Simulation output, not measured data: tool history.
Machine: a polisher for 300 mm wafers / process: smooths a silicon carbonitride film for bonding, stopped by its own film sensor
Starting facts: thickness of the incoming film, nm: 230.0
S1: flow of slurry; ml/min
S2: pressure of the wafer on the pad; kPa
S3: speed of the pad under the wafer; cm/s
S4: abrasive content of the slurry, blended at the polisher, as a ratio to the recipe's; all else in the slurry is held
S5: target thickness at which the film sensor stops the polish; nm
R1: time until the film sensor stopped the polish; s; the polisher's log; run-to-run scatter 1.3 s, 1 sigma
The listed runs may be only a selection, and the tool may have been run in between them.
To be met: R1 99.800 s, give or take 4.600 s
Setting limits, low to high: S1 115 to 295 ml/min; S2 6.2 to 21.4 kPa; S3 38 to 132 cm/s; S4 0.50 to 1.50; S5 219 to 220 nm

run    day   S1    S2  S3    S4   S5       R1
  1  0.000  190  13.8  84  1.00  219   64.920
  2  0.275  190  13.8  92  1.00  219   61.318
  3  0.608  190  13.1  92  1.00  219   64.600
  4  0.879  190  13.1  92  1.00  219   63.517
  5  1.246  190  13.1  92  1.15  219   58.758
  6  1.304  220  13.1  92  1.15  219   58.896
  7  1.333  220  12.4  92  1.15  219   61.064
  8  1.675  220  11.7  90  1.15  219   65.108
  9  1.771  220  11.0  88  1.15  219   71.313
 10  1.879  220  10.3  88  1.15  219   75.905
 11  1.992  220   9.7  88  1.15  219   81.861
 12  2.262  220   6.9  86  1.15  219  113.950
 13  2.567  220   8.3  86  1.15  219   94.880
 14  2.846  215   8.3  86  1.15  219   94.957

5 candidate next runs follow, results not yet known. Just one meets every target within its allowed miss. Identify it.
  A  3.125  205  8.3  84  1.30  219   ?
  B  3.125  235  7.6  84  1.20  219   ?
  C  3.125  270  8.3  68  1.25  220   ?
  D  3.125  210  9.7  74  1.20  219   ?
  E  3.125  190  9.0  80  1.20  219   ?

move       R1
   A   90.053
   B  100.850
   C   91.762
   D   87.171
   E   90.484
A: the biggest miss grows against the last run
B: every result lands within tolerance
C: the biggest miss grows against the last run
D: the biggest miss grows against the last run
E: the biggest miss grows against the last run
Go with B: it meets all targets.

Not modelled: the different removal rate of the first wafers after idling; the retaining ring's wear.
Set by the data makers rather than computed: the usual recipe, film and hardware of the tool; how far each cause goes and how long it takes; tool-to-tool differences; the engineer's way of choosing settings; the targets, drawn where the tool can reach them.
